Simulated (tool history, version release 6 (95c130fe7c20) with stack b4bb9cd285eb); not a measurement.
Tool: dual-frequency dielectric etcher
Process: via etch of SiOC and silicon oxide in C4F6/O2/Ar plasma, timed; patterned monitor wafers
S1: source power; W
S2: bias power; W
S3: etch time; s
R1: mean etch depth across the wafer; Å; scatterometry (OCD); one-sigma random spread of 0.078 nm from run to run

Run 1, hour 0: S1 350 W, S2 182 W, S3 31.5 s. Result: R1 337.39 Å.
Run 2, hour 0.8: S1 340 W, S2 176 W, S3 31.5 s. Result: R1 328.07 Å.
Run 3, hour 8.2: S1 310 W, S2 176 W, S3 31.5 s. Result: R1 313.97 Å.
Run 4, hour 9.6: S1 300 W, S2 173 W, S3 31.5 s. Result: R1 306.24 Å.
Run 5, hour 14.7: S1 260 W, S2 173 W, S3 31.5 s. Result: R1 284.22 Å.
Run 6, hour 22.6: S1 260 W, S2 200 W, S3 31.5 s. Result: R1 303.6 Å.
Run 7, hour 25: S1 250 W, S2 197 W, S3 31.5 s. Result: R1 295.99 Å.

What will run 8 give?
Run 8, hour 31.5: S1 250 W, S2 197 W, S3 31.5 s. Result: R1 ?.

For run 8 the tool returned R1 295.96 Å.
